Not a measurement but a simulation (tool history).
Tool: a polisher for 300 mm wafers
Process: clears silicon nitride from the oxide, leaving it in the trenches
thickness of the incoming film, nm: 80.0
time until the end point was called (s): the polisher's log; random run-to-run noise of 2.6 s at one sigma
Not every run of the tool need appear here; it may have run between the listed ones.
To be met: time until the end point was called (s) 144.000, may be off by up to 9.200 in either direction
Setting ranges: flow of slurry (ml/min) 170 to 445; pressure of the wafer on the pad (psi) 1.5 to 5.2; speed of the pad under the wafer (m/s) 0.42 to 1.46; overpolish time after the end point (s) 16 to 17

| run | hour | flow of slurry (ml/min) | pressure of the wafer on the pad (psi) | speed of the pad under the wafer (m/s) | overpolish time after the end point (s) | time until the end point was called (s) |
|---|---|---|---|---|---|---|
| 1 | 0.0 | 285 | 3.3 | 0.94 | 16 | 67.335 |
| 2 | 4.7 | 285 | 3.0 | 0.90 | 16 | 76.524 |
| 3 | 10.3 | 255 | 3.0 | 0.90 | 16 | 78.327 |
| 4 | 11.5 | 320 | 3.0 | 0.90 | 16 | 76.195 |
| 5 | 13.6 | 320 | 2.6 | 0.90 | 16 | 85.821 |
| 6 | 20.8 | 320 | 2.6 | 0.78 | 16 | 99.168 |
| 7 | 28.9 | 320 | 2.4 | 0.78 | 16 | 103.910 |
| 8 | 33.7 | 315 | 1.5 | 0.68 | 16 | 159.560 |

Which one of the following 4 next-run settings gets every result inside its allowed miss? There is exactly one.
| A | 38.5 | 340 | 2.1 | 0.74 | 16 | ? |
| B | 38.5 | 255 | 1.6 | 0.74 | 16 | ? |
| C | 38.5 | 285 | 1.9 | 0.78 | 16 | ? |
| D | 38.5 | 320 | 2.3 | 0.66 | 16 | ? |

| move | time until the end point was called (s) |
|---|---|
| A | 117.320 |
| B | 144.350 |
| C | 121.190 |
| D | 123.200 |
A: the result that was furthest off in the last run now lies on the other side of its target
B: all results in spec
C: the result that was furthest off in the last run now lies on the other side of its target
D: the result that was furthest off in the last run now lies on the other side of its target
B is the move that brings every result within its allowed miss.
